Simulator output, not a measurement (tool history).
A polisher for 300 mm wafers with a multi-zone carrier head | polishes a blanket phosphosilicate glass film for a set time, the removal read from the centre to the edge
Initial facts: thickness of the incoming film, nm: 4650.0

| run | day | flow of slurry (ml/min) | pressure of the head's centre zone | pressure of the head's middle zone | pressure of the head's edge zone | abrasive content of the slurry | polishing time (s) | film removed at the wafer's centre (nm) | film removed at mid-radius (nm) | film removed at the wafer's edge (nm) |
|---|---|---|---|---|---|---|---|---|---|---|
| 1 | 0.000 | 120 | 1.00 | 1.00 | 1.00 | 1.00 | 63 | 354.10 | 356.41 | 351.91 |
| 2 | 0.225 | 120 | 1.00 | 1.00 | 1.00 | 0.90 | 63 | 337.53 | 339.73 | 337.68 |
| 3 | 0.592 | 120 | 1.00 | 1.00 | 1.00 | 0.90 | 58 | 314.93 | 307.18 | 301.51 |
| 4 | 0.650 | 120 | 1.00 | 1.00 | 0.94 | 0.90 | 58 | 313.88 | 308.50 | 299.60 |
| 5 | 0.929 | 120 | 1.00 | 1.00 | 0.94 | 1.05 | 58 | 330.66 | 331.32 | 324.56 |
| 6 | 1.250 | 135 | 1.05 | 1.01 | 0.96 | 1.20 | 63 | 427.45 | 393.38 | 387.79 |

Run 7, settings as shown, results not yet in. Your forecast:
| 7 | 1.408 | 165 | 1.10 | 1.11 | 1.06 | 1.45 | 74 | ? | ? | ? |

Run 7 came out at film removed at the wafer's centre (nm) 584.42, film removed at mid-radius (nm) 577.88, film removed at the wafer's edge (nm) 519.20.
